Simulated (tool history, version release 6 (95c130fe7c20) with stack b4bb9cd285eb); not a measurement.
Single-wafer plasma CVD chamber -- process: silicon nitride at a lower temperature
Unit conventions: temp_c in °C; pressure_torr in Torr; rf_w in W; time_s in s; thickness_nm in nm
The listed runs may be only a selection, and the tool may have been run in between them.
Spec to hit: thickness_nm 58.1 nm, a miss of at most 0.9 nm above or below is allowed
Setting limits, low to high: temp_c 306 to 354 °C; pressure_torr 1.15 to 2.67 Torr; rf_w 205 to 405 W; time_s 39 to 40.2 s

run 1 hour=0 | temp_c=330 pressure_torr=1.91 rf_w=305 time_s=39 | thickness_nm=52.61
run 2 hour=5.6 | temp_c=330 pressure_torr=1.91 rf_w=260 time_s=39 | thickness_nm=45.812
run 3 hour=6.9 | temp_c=335 pressure_torr=1.91 rf_w=260 time_s=39 | thickness_nm=45.96
run 4 hour=11.2 | temp_c=326 pressure_torr=1.91 rf_w=260 time_s=39 | thickness_nm=46.154
run 5 hour=17.5 | temp_c=326 pressure_torr=2.12 rf_w=260 time_s=39 | thickness_nm=47.537
run 6 hour=22.5 | temp_c=326 pressure_torr=2.12 rf_w=300 time_s=39 | thickness_nm=52.891
run 7 hour=26.8 | temp_c=326 pressure_torr=2.23 rf_w=305 time_s=39 | thickness_nm=54.45
run 8 hour=28.5 | temp_c=326 pressure_torr=2.23 rf_w=305 time_s=39 | thickness_nm=54.955
run 9 hour=37 | temp_c=326 pressure_torr=2.31 rf_w=305 time_s=39 | thickness_nm=55.548
run 10 hour=45.9 | temp_c=326 pressure_torr=2.37 rf_w=305 time_s=39 | thickness_nm=54.848
run 11 hour=46.4 | temp_c=326 pressure_torr=2.44 rf_w=310 time_s=39 | thickness_nm=56.225
run 12 hour=55.1 | temp_c=326 pressure_torr=2.5 rf_w=310 time_s=39 | thickness_nm=56.696
run 13 hour=58.2 | temp_c=326 pressure_torr=2.54 rf_w=310 time_s=39 | thickness_nm=56.746
run 14 hour=64.6 | temp_c=326 pressure_torr=2.57 rf_w=310 time_s=39 | thickness_nm=56.993
run 15 hour=72.3 | temp_c=326 pressure_torr=2.6 rf_w=310 time_s=39 | thickness_nm=57.378
run 16 hour=78.1 | temp_c=326 pressure_torr=2.62 rf_w=310 time_s=39 | thickness_nm=57.057
run 17 hour=86.8 | temp_c=326 pressure_torr=2.63 rf_w=310 time_s=39 | thickness_nm=56.775

Exactly one of the 5 candidate moves below puts every result within its allowed miss. Which one?
run A hour=95.5 | temp_c=321 pressure_torr=2.51 rf_w=290 time_s=40 | thickness_nm=?
run B hour=95.5 | temp_c=310 pressure_torr=2.54 rf_w=290 time_s=39.9 | thickness_nm=?
run C hour=95.5 | temp_c=319 pressure_torr=2.37 rf_w=300 time_s=39.9 | thickness_nm=?
run D hour=95.5 | temp_c=327 pressure_torr=2.67 rf_w=300 time_s=39 | thickness_nm=?
run E hour=95.5 | temp_c=318 pressure_torr=2.66 rf_w=310 time_s=39.2 | thickness_nm=?

move=A thickness_nm=55.411
move=B thickness_nm=55.626
move=C thickness_nm=56.126
move=D thickness_nm=56.038
move=E thickness_nm=57.935
A: the biggest miss grows against the last run
B: the biggest miss grows against the last run
C: the biggest miss grows against the last run
D: the biggest miss grows against the last run
E: in spec on every target
E is the move that brings every result within its allowed miss.
